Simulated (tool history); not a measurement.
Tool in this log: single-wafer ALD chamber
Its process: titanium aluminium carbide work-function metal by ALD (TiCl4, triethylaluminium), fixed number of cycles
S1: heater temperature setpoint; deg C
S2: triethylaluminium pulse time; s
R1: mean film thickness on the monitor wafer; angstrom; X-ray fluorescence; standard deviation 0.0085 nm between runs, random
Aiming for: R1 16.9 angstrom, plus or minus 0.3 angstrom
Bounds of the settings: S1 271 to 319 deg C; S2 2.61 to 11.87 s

{"run": 1, "day": 0.0, "S1": 295, "S2": 7.24, "R1": 18.998}
{"run": 2, "day": 0.092, "S1": 295, "S2": 8.91, "R1": 19.331}
{"run": 3, "day": 0.342, "S1": 295, "S2": 10.61, "R1": 19.931}
{"run": 4, "day": 0.379, "S1": 295, "S2": 11.87, "R1": 19.979}
{"run": 5, "day": 0.729, "S1": 295, "S2": 10.74, "R1": 19.732}
{"run": 6, "day": 1.017, "S1": 285, "S2": 10.74, "R1": 18.81}
{"run": 7, "day": 1.067, "S1": 281, "S2": 10.06, "R1": 18.386}
{"run": 8, "day": 1.3, "S1": 278, "S2": 9.33, "R1": 17.742}
{"run": 9, "day": 1.55, "S1": 276, "S2": 9.14, "R1": 17.74}
{"run": 10, "day": 1.592, "S1": 275, "S2": 8.66, "R1": 17.512}

Of the 4 settings listed for the next run, only one would bring every result within its allowed miss of target. Which one?
{"run": "A", "day": 1.633, "S1": 277, "S2": 8.29, "R1": "?"}
{"run": "B", "day": 1.633, "S1": 275, "S2": 6.82, "R1": "?"}
{"run": "C", "day": 1.633, "S1": 277, "S2": 9.16, "R1": "?"}
{"run": "D", "day": 1.633, "S1": 271, "S2": 6.53, "R1": "?"}

move=A R1=17.615
move=B R1=16.867
move=C R1=17.862
move=D R1=16.389
A: moves away from the targets compared with the last run
B: hits every target within its allowed miss
C: moves away from the targets compared with the last run
D: moves the result that the last run missed by most past its target, out the other side
Go with B: it meets all targets.
